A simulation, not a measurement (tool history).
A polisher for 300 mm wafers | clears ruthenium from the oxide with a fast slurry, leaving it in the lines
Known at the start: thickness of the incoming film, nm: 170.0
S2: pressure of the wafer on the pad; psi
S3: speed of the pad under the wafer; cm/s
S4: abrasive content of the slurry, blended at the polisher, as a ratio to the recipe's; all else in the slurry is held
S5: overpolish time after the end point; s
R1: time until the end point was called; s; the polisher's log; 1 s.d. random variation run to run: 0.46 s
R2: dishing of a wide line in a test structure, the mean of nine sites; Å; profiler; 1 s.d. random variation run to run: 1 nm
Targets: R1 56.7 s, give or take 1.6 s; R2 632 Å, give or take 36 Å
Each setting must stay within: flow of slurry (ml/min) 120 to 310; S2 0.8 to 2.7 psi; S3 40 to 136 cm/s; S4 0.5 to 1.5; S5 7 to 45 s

{"run": 1, "day": 0.0, "flow of slurry (ml/min)": 200, "S2": 1.7, "S3": 88, "S4": 1, "S5": 23, "R1": 76.561, "R2": 377.96}
{"run": 2, "day": 0.025, "flow of slurry (ml/min)": 250, "S2": 1.7, "S3": 88, "S4": 1, "S5": 23, "R1": 75.654, "R2": 382.12}
{"run": 3, "day": 0.246, "flow of slurry (ml/min)": 250, "S2": 1.7, "S3": 80, "S4": 1, "S5": 23, "R1": 81.791, "R2": 355.92}
{"run": 4, "day": 0.417, "flow of slurry (ml/min)": 250, "S2": 1.7, "S3": 80, "S4": 1, "S5": 27, "R1": 82.357, "R2": 394.87}
{"run": 5, "day": 0.596, "flow of slurry (ml/min)": 250, "S2": 1.7, "S3": 80, "S4": 1.1, "S5": 27, "R1": 78.119, "R2": 402.52}
{"run": 6, "day": 0.95, "flow of slurry (ml/min)": 250, "S2": 1.9, "S3": 80, "S4": 1.1, "S5": 29, "R1": 72.263, "R2": 473.05}
{"run": 7, "day": 1.2, "flow of slurry (ml/min)": 250, "S2": 2, "S3": 80, "S4": 1.1, "S5": 29, "R1": 68.198, "R2": 490.14}
{"run": 8, "day": 1.4, "flow of slurry (ml/min)": 250, "S2": 2.1, "S3": 80, "S4": 1.1, "S5": 30, "R1": 67.325, "R2": 509.26}
{"run": 9, "day": 1.646, "flow of slurry (ml/min)": 250, "S2": 2.2, "S3": 80, "S4": 1.1, "S5": 31, "R1": 62.66, "R2": 539.7}
{"run": 10, "day": 1.871, "flow of slurry (ml/min)": 250, "S2": 2.2, "S3": 80, "S4": 1.1, "S5": 31, "R1": 63.775, "R2": 533.81}
{"run": 11, "day": 2.092, "flow of slurry (ml/min)": 260, "S2": 2.4, "S3": 80, "S4": 1.1, "S5": 33, "R1": 58.926, "R2": 607.97}

Of the 5 settings listed for the next run, only one would bring every result within its allowed miss of target. Which one?
{"run": "A", "day": 2.312, "flow of slurry (ml/min)": 255, "S2": 2.4, "S3": 74, "S4": 1.2, "S5": 36, "R1": "?", "R2": "?"}
{"run": "B", "day": 2.312, "flow of slurry (ml/min)": 310, "S2": 1.9, "S3": 104, "S4": 1, "S5": 35, "R1": "?", "R2": "?"}
{"run": "C", "day": 2.312, "flow of slurry (ml/min)": 295, "S2": 2.2, "S3": 84, "S4": 1.1, "S5": 42, "R1": "?", "R2": "?"}
{"run": "D", "day": 2.312, "flow of slurry (ml/min)": 245, "S2": 2.5, "S3": 76, "S4": 1.1, "S5": 32, "R1": "?", "R2": "?"}
{"run": "E", "day": 2.312, "flow of slurry (ml/min)": 220, "S2": 2.2, "S3": 84, "S4": 1.1, "S5": 35, "R1": "?", "R2": "?"}

move=A R1=60.789 R2=622.76
move=B R1=57.252 R2=635.65
move=C R1=59.586 R2=694.07
move=D R1=59.857 R2=581.84
move=E R1=61.275 R2=608.2
A: further off than the last run
B: in spec on every target
C: further off than the last run
D: further off than the last run
E: further off than the last run
Answer: B
